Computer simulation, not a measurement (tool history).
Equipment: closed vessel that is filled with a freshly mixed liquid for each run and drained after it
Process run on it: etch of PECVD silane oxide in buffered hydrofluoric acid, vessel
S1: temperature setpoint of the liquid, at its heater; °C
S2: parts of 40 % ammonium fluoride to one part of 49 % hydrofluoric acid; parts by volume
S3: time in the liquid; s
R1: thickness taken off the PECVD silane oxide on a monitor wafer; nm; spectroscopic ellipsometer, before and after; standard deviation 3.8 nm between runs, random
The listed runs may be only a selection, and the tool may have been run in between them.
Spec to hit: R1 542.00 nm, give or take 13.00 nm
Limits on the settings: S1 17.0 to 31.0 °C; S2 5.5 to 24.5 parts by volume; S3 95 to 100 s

| run | hour | S1 | S2 | S3 | R1 |
|---|---|---|---|---|---|
| 1 | 0.0 | 23.0 | 15.0 | 95 | 269.77 |
| 2 | 1.1 | 24.5 | 14.0 | 95 | 315.12 |
| 3 | 2.1 | 24.5 | 12.5 | 95 | 347.94 |
| 4 | 9.4 | 25.5 | 12.5 | 95 | 370.46 |
| 5 | 15.0 | 27.0 | 12.5 | 95 | 399.83 |
| 6 | 17.0 | 25.5 | 12.5 | 95 | 366.36 |
| 7 | 20.9 | 26.5 | 12.0 | 95 | 405.81 |
| 8 | 23.6 | 30.5 | 11.5 | 95 | 524.10 |

4 candidate next runs follow, results not yet known. Just one meets every target within its allowed miss. Identify it.
| A | 26.3 | 31.0 | 11.0 | 95 | ? |
| B | 26.3 | 26.0 | 8.5 | 100 | ? |
| C | 26.3 | 28.5 | 10.0 | 95 | ? |
| D | 26.3 | 30.0 | 12.0 | 100 | ? |

| move | R1 |
|---|---|
| A | 559.77 |
| B | 563.94 |
| C | 538.52 |
| D | 513.74 |
A: pushes the last run's worst result past its target
B: pushes the last run's worst result past its target
C: all results land within tolerance of their targets
D: its largest miss is bigger than the last run's
Correct choice: C, which meets every target
